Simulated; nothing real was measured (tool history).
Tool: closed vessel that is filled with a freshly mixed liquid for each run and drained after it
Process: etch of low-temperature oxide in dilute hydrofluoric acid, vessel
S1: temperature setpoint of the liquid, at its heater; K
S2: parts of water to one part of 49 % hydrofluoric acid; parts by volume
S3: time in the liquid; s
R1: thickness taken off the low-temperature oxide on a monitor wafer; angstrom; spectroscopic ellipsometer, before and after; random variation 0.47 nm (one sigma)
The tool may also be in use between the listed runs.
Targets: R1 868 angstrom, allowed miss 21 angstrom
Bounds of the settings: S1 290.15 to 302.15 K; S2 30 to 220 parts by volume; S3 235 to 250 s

| run | hour | S1 | S2 | S3 | R1 |
|---|---|---|---|---|---|
| 1 | 0 | 294.15 | 125 | 235 | 466.38 |
| 2 | 7.8 | 295.65 | 120 | 235 | 512.37 |
| 3 | 14.4 | 295.65 | 120 | 235 | 511.03 |
| 4 | 17.1 | 296.65 | 115 | 235 | 564.1 |
| 5 | 23.3 | 297.65 | 110 | 235 | 617.98 |
| 6 | 32.2 | 297.65 | 110 | 250 | 656.53 |
| 7 | 37.5 | 298.15 | 105 | 250 | 703.55 |
| 8 | 42.3 | 298.65 | 105 | 250 | 720.67 |
| 9 | 43.9 | 299.15 | 105 | 250 | 728.6 |
| 10 | 45 | 302.15 | 95 | 250 | 916.25 |
| 11 | 48.7 | 301.65 | 95 | 250 | 899.9 |

Which of these 4 next moves meets every target?
| A | 52.4 | 300.65 | 90 | 235 | ? |
| B | 52.4 | 302.15 | 105 | 250 | ? |
| C | 52.4 | 302.15 | 90 | 250 | ? |
| D | 52.4 | 301.65 | 100 | 235 | ? |

| move | R1 |
|---|---|
| A | 876.26 |
| B | 829.01 |
| C | 987.5 |
| D | 808.4 |
A: meets every target
B: takes the result that was furthest off past its target
C: further off than the last run
D: takes the result that was furthest off past its target
The right move is A.
